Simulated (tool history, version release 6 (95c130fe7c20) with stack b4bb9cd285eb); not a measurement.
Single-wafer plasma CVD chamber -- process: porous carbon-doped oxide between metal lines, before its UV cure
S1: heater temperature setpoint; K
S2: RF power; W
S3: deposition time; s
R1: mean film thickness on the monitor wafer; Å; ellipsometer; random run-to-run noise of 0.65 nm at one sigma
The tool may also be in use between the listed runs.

{"run": 1, "hour": 0.0, "S1": 598.15, "S2": 555, "S3": 29.1, "R1": 1554.9}
{"run": 2, "hour": 5.4, "S1": 598.15, "S2": 555, "S3": 30, "R1": 1604.2}
{"run": 3, "hour": 9.9, "S1": 598.15, "S2": 555, "S3": 30, "R1": 1609.8}
{"run": 4, "hour": 14.7, "S1": 600.15, "S2": 540, "S3": 29.9, "R1": 1546.6}
{"run": 5, "hour": 23.4, "S1": 602.15, "S2": 530, "S3": 29.9, "R1": 1524.8}
{"run": 6, "hour": 25.2, "S1": 602.15, "S2": 580, "S3": 29.9, "R1": 1602.7}

Run 7 is up next; what results do you expect?
{"run": 7, "hour": 30.4, "S1": 604.15, "S2": 565, "S3": 29.8, "R1": "?"}

Run 7 gave R1 1562.9 Å.
